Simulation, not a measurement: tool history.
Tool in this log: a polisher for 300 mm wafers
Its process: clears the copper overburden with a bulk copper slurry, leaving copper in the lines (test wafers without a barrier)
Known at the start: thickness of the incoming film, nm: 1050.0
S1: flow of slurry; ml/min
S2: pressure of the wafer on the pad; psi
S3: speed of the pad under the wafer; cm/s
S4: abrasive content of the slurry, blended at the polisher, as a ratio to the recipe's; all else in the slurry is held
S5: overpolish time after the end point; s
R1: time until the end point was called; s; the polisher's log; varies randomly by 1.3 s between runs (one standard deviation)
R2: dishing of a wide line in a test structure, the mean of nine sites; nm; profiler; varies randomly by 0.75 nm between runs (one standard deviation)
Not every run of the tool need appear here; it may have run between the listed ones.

run	hour	S1	S2	S3	S4	S5	R1	R2
1	0.0	215	3.2	118	1.00	29	80.355	143.370
2	6.8	180	3.2	118	1.00	29	81.155	142.160
3	11.5	165	2.7	122	1.00	24	94.283	116.230
4	16.6	165	2.7	122	1.00	36	94.355	138.330
5	21.9	155	2.4	128	1.00	29	101.510	119.940
6	27.6	150	2.1	130	1.15	24	111.750	102.410
7	30.3	130	1.4	156	1.40	10	137.810	47.998
8	35.9	190	1.9	134	1.15	12	115.690	65.684
9	44.6	185	1.9	132	1.15	12	118.790	63.280
10	48.1	175	1.9	130	1.15	12	119.190	63.716
11	48.7	170	1.9	128	1.10	12	125.340	62.100
12	55.2	170	1.9	128	1.10	12	121.640	63.204

Forecast run 13:
13	59.7	170	1.9	126	1.10	13	?	?

{"run 13": {"R1": 124.1, "R2": 65.742}}
